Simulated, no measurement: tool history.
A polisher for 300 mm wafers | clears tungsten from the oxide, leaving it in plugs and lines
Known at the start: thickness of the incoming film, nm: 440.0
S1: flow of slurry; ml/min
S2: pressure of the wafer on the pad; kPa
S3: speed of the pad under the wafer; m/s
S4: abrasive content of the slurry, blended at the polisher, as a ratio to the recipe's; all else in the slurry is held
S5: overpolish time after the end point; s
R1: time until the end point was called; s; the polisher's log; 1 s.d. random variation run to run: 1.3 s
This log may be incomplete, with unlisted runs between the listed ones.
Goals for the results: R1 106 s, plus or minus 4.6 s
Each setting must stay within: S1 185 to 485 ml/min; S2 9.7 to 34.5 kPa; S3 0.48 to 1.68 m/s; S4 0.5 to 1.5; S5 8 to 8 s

{"run": 1, "hour": 0.0, "S1": 310, "S2": 22.1, "S3": 1.08, "S4": 1, "S5": 8, "R1": 85.079}
{"run": 2, "hour": 8.1, "S1": 310, "S2": 21.4, "S3": 1.08, "S4": 1, "S5": 8, "R1": 88.708}
{"run": 3, "hour": 14.0, "S1": 310, "S2": 21.4, "S3": 1.08, "S4": 1, "S5": 8, "R1": 88.298}
{"run": 4, "hour": 18.9, "S1": 310, "S2": 21.4, "S3": 1.08, "S4": 1, "S5": 8, "R1": 88.744}
{"run": 5, "hour": 27.2, "S1": 310, "S2": 20.7, "S3": 1.08, "S4": 1, "S5": 8, "R1": 89.617}
{"run": 6, "hour": 29.8, "S1": 310, "S2": 20.7, "S3": 1.32, "S4": 1, "S5": 8, "R1": 73.905}
{"run": 7, "hour": 37.2, "S1": 310, "S2": 20.7, "S3": 1.32, "S4": 1, "S5": 8, "R1": 73.045}
{"run": 8, "hour": 41.7, "S1": 310, "S2": 20, "S3": 1.32, "S4": 1, "S5": 8, "R1": 76.627}
{"run": 9, "hour": 42.9, "S1": 310, "S2": 13.8, "S3": 1.3, "S4": 1, "S5": 8, "R1": 111.82}

4 next moves are on the table. One of them brings every result within its allowed miss. Which?
{"run": "A", "hour": 44.1, "S1": 350, "S2": 12.4, "S3": 1.3, "S4": 1.05, "S5": 8, "R1": "?"}
{"run": "B", "hour": 44.1, "S1": 305, "S2": 13.8, "S3": 1.2, "S4": 1, "S5": 8, "R1": "?"}
{"run": "C", "hour": 44.1, "S1": 285, "S2": 14.5, "S3": 1.3, "S4": 1, "S5": 8, "R1": "?"}
{"run": "D", "hour": 44.1, "S1": 310, "S2": 12.4, "S3": 1.2, "S4": 1.4, "S5": 8, "R1": "?"}

move=A R1=120.44
move=B R1=120.59
move=C R1=106.96
move=D R1=120.6
A: the biggest miss grows against the last run
B: the biggest miss grows against the last run
C: all results in spec
D: the biggest miss grows against the last run
Go with C: it meets all targets.

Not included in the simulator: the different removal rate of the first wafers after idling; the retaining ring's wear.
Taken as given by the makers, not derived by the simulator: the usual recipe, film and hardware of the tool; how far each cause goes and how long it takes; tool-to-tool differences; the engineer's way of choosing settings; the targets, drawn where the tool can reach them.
